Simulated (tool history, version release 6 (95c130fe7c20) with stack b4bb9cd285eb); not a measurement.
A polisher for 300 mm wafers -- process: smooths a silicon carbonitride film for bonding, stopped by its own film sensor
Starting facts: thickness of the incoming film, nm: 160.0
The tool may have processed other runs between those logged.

run	hour	flow of slurry (ml/min)	pressure of the wafer on the pad (psi)	speed of the pad under the wafer (m/s)	abrasive content of the slurry	target thickness at which the film sensor stops the polish (angstrom)	time until the film sensor stopped the polish (s)
1	0.0	195	2.5	0.96	1.00	1470	47.808
2	4.4	195	2.3	0.90	1.00	1470	54.148
3	12.9	240	2.3	0.90	1.00	1470	53.917
4	14.7	240	2.3	0.90	1.00	1470	53.902
5	21.0	240	2.3	0.90	1.00	1470	54.348
6	26.6	240	2.3	0.90	1.00	1490	45.845

What does the tool deliver on the next run?
7	30.3	240	1.6	0.62	0.75	1480	?

{"run 7": {"time until the film sensor stopped the polish (s)": 116.09}}

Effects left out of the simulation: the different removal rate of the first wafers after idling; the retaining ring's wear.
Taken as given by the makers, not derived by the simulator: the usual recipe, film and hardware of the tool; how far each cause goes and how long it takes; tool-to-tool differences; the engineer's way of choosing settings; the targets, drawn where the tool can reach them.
